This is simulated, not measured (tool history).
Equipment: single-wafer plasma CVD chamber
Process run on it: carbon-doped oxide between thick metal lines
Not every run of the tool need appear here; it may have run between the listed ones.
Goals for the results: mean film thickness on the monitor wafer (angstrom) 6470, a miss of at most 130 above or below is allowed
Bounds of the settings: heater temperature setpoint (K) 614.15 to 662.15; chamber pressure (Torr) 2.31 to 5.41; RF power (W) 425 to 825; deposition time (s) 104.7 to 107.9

run,hour,heater temperature setpoint (K),chamber pressure (Torr),RF power (W),deposition time (s),mean film thickness on the monitor wafer (angstrom)
1,0,638.15,3.86,625,104.7,5841.9
2,6.2,638.15,3.4,625,104.7,5781.4
3,9.5,638.15,2.92,625,104.7,5707.8
4,17.3,638.15,2.31,625,104.7,5554.4
5,21.9,638.15,2.31,655,104.7,5759.8
6,26.5,637.15,2.52,675,104.8,5809.9
7,27.5,637.15,2.65,705,105.2,6076.9
8,33.6,637.15,2.77,720,105.3,6139.7
9,42.6,637.15,2.87,730,105.4,6249.9
10,43.8,637.15,2.95,735,105.4,6274.1
11,47,637.15,3.02,740,105.4,6297.4

Which one of the following 4 next-run settings gets every result inside its allowed miss? There is exactly one.
A,50.2,636.15,2.78,745,107.9,?
B,50.2,625.15,3.16,695,104.7,?
C,50.2,644.15,3.08,730,106.1,?
D,50.2,632.15,2.54,745,104.7,?

move,mean film thickness on the monitor wafer (angstrom)
A,6419.4
B,6275.8
C,6198.6
D,6238.4
A: hits every target within its allowed miss
B: its largest miss is bigger than the last run's
C: its largest miss is bigger than the last run's
D: its largest miss is bigger than the last run's
A is the move that brings every result within its allowed miss.
